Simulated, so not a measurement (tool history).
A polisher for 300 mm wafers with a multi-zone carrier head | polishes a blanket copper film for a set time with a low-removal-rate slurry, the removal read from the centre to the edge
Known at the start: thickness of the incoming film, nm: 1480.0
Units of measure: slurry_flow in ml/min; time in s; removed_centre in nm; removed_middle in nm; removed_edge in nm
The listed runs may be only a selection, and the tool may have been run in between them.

run 1 day=0.000 | slurry_flow=140 centre_zone=1.00 middle_zone=1.00 edge_zone=1.00 slurry_solids=1.00 time=57 | removed_centre=193.32 removed_middle=187.18 removed_edge=191.68
run 2 day=0.279 | slurry_flow=140 centre_zone=1.00 middle_zone=1.00 edge_zone=1.00 slurry_solids=0.85 time=57 | removed_centre=190.99 removed_middle=183.16 removed_edge=185.03
run 3 day=0.342 | slurry_flow=145 centre_zone=0.99 middle_zone=1.02 edge_zone=1.00 slurry_solids=0.85 time=57 | removed_centre=192.73 removed_middle=188.24 removed_edge=184.85
run 4 day=0.479 | slurry_flow=150 centre_zone=0.98 middle_zone=1.03 edge_zone=1.00 slurry_solids=0.85 time=57 | removed_centre=189.04 removed_middle=191.91 removed_edge=186.49
run 5 day=0.667 | slurry_flow=155 centre_zone=0.97 middle_zone=1.04 edge_zone=1.00 slurry_solids=0.85 time=57 | removed_centre=187.64 removed_middle=191.09 removed_edge=186.05
run 6 day=0.904 | slurry_flow=155 centre_zone=0.97 middle_zone=1.04 edge_zone=1.00 slurry_solids=0.85 time=66 | removed_centre=218.60 removed_middle=224.58 removed_edge=215.92

Run 7 is up next; what results do you expect?
run 7 day=1.021 | slurry_flow=150 centre_zone=0.96 middle_zone=1.05 edge_zone=0.99 slurry_solids=0.85 time=66 | removed_centre=? removed_middle=? removed_edge=?

For run 7 the tool returned removed_centre 217.63 nm, removed_middle 221.31 nm, removed_edge 211.03 nm.
